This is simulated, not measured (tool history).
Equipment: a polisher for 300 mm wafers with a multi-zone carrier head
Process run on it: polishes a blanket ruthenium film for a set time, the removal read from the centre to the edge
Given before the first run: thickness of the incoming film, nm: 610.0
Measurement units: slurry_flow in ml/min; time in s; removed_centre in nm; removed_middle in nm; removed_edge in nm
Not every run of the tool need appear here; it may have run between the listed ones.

| run | hour | slurry_flow | centre_zone | middle_zone | edge_zone | time | removed_centre | removed_middle | removed_edge |
|---|---|---|---|---|---|---|---|---|---|
| 1 | 0.0 | 210 | 1.00 | 1.00 | 1.00 | 45 | 79.448 | 73.999 | 71.794 |
| 2 | 1.3 | 210 | 1.03 | 1.00 | 1.00 | 45 | 81.613 | 75.132 | 74.491 |
| 3 | 9.8 | 200 | 1.00 | 1.02 | 1.02 | 45 | 79.382 | 77.823 | 73.270 |
| 4 | 12.9 | 200 | 1.08 | 1.02 | 1.02 | 45 | 84.190 | 73.973 | 74.043 |
| 5 | 21.3 | 200 | 1.16 | 1.02 | 1.02 | 45 | 89.857 | 73.391 | 73.256 |
| 6 | 27.6 | 190 | 1.12 | 1.03 | 1.04 | 45 | 86.855 | 76.757 | 72.882 |
| 7 | 32.7 | 195 | 1.08 | 1.03 | 1.06 | 45 | 83.584 | 75.487 | 75.951 |

Expected results for the next run?
| 8 | 34.3 | 190 | 1.05 | 1.04 | 1.07 | 45 | ? | ? | ? |

{"run 8": {"removed_centre": 81.418, "removed_middle": 77.204, "removed_edge": 75.583}}

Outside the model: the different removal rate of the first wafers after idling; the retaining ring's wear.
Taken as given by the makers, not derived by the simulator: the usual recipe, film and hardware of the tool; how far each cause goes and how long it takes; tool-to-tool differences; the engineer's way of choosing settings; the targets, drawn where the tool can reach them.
